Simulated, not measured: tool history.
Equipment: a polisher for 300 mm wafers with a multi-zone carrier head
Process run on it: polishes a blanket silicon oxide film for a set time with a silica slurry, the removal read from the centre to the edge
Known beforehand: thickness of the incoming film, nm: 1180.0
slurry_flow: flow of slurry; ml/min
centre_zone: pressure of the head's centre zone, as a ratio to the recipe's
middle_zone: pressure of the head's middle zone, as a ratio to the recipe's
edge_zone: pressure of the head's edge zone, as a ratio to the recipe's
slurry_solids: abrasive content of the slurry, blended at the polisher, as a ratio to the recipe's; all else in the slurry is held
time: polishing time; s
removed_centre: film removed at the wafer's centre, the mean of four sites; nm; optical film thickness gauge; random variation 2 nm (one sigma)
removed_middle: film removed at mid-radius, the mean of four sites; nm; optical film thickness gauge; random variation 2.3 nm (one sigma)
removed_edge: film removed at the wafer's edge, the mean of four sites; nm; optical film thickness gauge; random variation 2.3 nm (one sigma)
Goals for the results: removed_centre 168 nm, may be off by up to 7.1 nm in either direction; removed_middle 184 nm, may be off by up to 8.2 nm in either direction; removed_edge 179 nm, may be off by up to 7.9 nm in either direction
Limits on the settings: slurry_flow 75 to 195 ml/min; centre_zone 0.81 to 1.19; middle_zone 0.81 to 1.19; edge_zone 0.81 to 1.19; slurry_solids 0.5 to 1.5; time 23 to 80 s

| run | hour | slurry_flow | centre_zone | middle_zone | edge_zone | slurry_solids | time | removed_centre | removed_middle | removed_edge |
|---|---|---|---|---|---|---|---|---|---|---|
| 1 | 0 | 125 | 1 | 1 | 1 | 1 | 51 | 235.25 | 232.69 | 239.29 |
| 2 | 8.3 | 125 | 1 | 1.04 | 1 | 1 | 51 | 235.98 | 241.55 | 238.29 |
| 3 | 13.9 | 120 | 0.98 | 1.03 | 0.98 | 0.9 | 51 | 222.65 | 223.75 | 220.82 |
| 4 | 20.1 | 130 | 0.98 | 1.03 | 0.98 | 0.9 | 51 | 220.95 | 230.75 | 224.94 |
| 5 | 24.1 | 130 | 0.98 | 1.03 | 0.98 | 1.05 | 51 | 240.41 | 244.69 | 237.39 |
| 6 | 32.7 | 125 | 0.94 | 1.02 | 0.96 | 0.95 | 51 | 220.84 | 226.25 | 227.7 |
| 7 | 36.5 | 120 | 0.92 | 1.03 | 0.94 | 0.85 | 51 | 201.93 | 220.78 | 207.8 |
| 8 | 39.7 | 115 | 0.9 | 1.01 | 0.92 | 0.8 | 51 | 184.8 | 204.81 | 200.3 |
| 9 | 47.1 | 110 | 0.9 | 1 | 0.9 | 0.8 | 51 | 184.28 | 199.9 | 196 |
| 10 | 54.8 | 105 | 0.9 | 1 | 0.88 | 0.8 | 51 | 180.78 | 200.34 | 195.42 |
| 11 | 62.8 | 105 | 0.9 | 1 | 0.87 | 0.75 | 51 | 176.94 | 195.66 | 184.1 |

Of the 5 settings listed for the next run, only one would bring every result within its allowed miss of target. Which one?
| A | 70.8 | 100 | 0.91 | 0.99 | 0.86 | 0.85 | 52 | ? | ? | ? |
| B | 70.8 | 115 | 0.83 | 0.94 | 0.93 | 0.65 | 55 | ? | ? | ? |
| C | 70.8 | 95 | 0.94 | 0.85 | 0.82 | 1 | 46 | ? | ? | ? |
| D | 70.8 | 120 | 0.97 | 0.98 | 0.84 | 0.6 | 56 | ? | ? | ? |
| E | 70.8 | 125 | 0.89 | 1 | 0.9 | 0.75 | 46 | ? | ? | ? |

| move | removed_centre | removed_middle | removed_edge |
|---|---|---|---|
| A | 187.51 | 205.54 | 198.28 |
| B | 165.42 | 189.42 | 194.77 |
| C | 180.92 | 169.67 | 183.61 |
| D | 191.23 | 193.28 | 183.23 |
| E | 163.99 | 183.65 | 175.51 |
A: misses by more than the last run did
B: brings the last run's worst result on target, with another outside its allowed miss
C: takes the biggest miss from the last run beyond its target
D: misses by more than the last run did
E: every result lands within tolerance
Answer: E

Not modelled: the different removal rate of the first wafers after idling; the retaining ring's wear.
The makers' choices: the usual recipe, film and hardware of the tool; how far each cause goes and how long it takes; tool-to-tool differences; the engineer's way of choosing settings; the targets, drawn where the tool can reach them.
